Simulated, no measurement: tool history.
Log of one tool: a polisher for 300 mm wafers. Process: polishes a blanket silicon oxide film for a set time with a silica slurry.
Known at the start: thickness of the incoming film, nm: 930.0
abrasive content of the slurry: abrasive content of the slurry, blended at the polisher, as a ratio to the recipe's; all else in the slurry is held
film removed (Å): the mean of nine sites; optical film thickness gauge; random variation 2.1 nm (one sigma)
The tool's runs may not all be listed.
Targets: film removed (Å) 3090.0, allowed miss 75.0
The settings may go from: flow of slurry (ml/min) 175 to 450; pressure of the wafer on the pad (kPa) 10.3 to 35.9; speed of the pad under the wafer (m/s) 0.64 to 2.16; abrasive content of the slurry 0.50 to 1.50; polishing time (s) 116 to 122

| run | hour | flow of slurry (ml/min) | pressure of the wafer on the pad (kPa) | speed of the pad under the wafer (m/s) | abrasive content of the slurry | polishing time (s) | film removed (Å) |
|---|---|---|---|---|---|---|---|
| 1 | 0.0 | 290 | 22.8 | 1.40 | 1.00 | 116 | 3464.3 |
| 2 | 6.5 | 290 | 26.9 | 1.40 | 1.00 | 116 | 4026.3 |
| 3 | 9.6 | 290 | 26.9 | 1.40 | 1.00 | 122 | 4229.8 |
| 4 | 18.2 | 290 | 26.9 | 1.58 | 1.00 | 122 | 4639.0 |
| 5 | 26.9 | 290 | 29.6 | 1.58 | 1.00 | 122 | 5106.0 |
| 6 | 33.6 | 355 | 29.6 | 1.58 | 1.00 | 122 | 5226.0 |
| 7 | 34.6 | 355 | 26.9 | 1.58 | 1.00 | 122 | 4732.8 |
| 8 | 37.2 | 355 | 24.8 | 1.58 | 1.00 | 122 | 4373.9 |
| 9 | 41.4 | 355 | 22.8 | 1.58 | 1.00 | 122 | 4001.3 |

4 next moves are on the table. One of them brings every result within its allowed miss. Which?
| A | 45.6 | 450 | 18.6 | 1.40 | 1.15 | 116 | ? |
| B | 45.6 | 345 | 21.4 | 1.44 | 0.95 | 116 | ? |
| C | 45.6 | 350 | 20.0 | 1.52 | 1.00 | 116 | ? |
| D | 45.6 | 350 | 19.3 | 1.38 | 1.00 | 116 | ? |

| move | film removed (Å) |
|---|---|
| A | 3063.6 |
| B | 3193.2 |
| C | 3216.9 |
| D | 2878.4 |
A: meets every target
B: nearer than the last run, and not there yet
C: nearer than the last run, and not there yet
D: takes the result that was furthest off past its target
Move A is the one to make.

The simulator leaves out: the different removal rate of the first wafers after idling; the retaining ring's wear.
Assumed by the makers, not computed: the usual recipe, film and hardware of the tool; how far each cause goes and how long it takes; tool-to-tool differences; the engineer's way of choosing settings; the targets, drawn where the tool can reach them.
